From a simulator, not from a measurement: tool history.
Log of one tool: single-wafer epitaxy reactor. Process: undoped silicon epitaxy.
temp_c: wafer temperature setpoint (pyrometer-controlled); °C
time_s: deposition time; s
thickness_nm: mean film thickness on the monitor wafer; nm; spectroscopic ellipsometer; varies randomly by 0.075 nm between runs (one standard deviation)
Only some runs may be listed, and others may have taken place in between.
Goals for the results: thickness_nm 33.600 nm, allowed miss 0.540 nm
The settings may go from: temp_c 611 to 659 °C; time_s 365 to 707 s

{"run": 1, "hour": 0.0, "temp_c": 635, "time_s": 536, "thickness_nm": 60.939}
{"run": 2, "hour": 7.7, "temp_c": 635, "time_s": 508, "thickness_nm": 57.896}
{"run": 3, "hour": 10.6, "temp_c": 633, "time_s": 508, "thickness_nm": 55.094}
{"run": 4, "hour": 11.9, "temp_c": 625, "time_s": 508, "thickness_nm": 45.643}
{"run": 5, "hour": 15.6, "temp_c": 618, "time_s": 508, "thickness_nm": 38.69}
{"run": 6, "hour": 23.2, "temp_c": 624, "time_s": 508, "thickness_nm": 44.386}
{"run": 7, "hour": 29.4, "temp_c": 623, "time_s": 508, "thickness_nm": 43.624}
{"run": 8, "hour": 31.8, "temp_c": 622, "time_s": 508, "thickness_nm": 42.5}
{"run": 9, "hour": 37.4, "temp_c": 621, "time_s": 508, "thickness_nm": 41.373}
{"run": 10, "hour": 39.9, "temp_c": 620, "time_s": 508, "thickness_nm": 40.596}
{"run": 11, "hour": 42.8, "temp_c": 619, "time_s": 508, "thickness_nm": 39.577}
{"run": 12, "hour": 51.6, "temp_c": 618, "time_s": 508, "thickness_nm": 38.558}
{"run": 13, "hour": 59.0, "temp_c": 617, "time_s": 508, "thickness_nm": 37.557}
{"run": 14, "hour": 63.3, "temp_c": 611, "time_s": 507, "thickness_nm": 32.389}

Which one of the following 4 next-run settings gets every result inside its allowed miss? There is exactly one.
{"run": "A", "hour": 67.6, "temp_c": 611, "time_s": 469, "thickness_nm": "?"}
{"run": "B", "hour": 67.6, "temp_c": 611, "time_s": 483, "thickness_nm": "?"}
{"run": "C", "hour": 67.6, "temp_c": 615, "time_s": 445, "thickness_nm": "?"}
{"run": "D", "hour": 67.6, "temp_c": 614, "time_s": 491, "thickness_nm": "?"}

move=A thickness_nm=29.964
move=B thickness_nm=30.858
move=C thickness_nm=31.371
move=D thickness_nm=33.776
A: moves away from the targets compared with the last run
B: moves away from the targets compared with the last run
C: moves away from the targets compared with the last run
D: hits every target within its allowed miss
The move that meets every target is D.
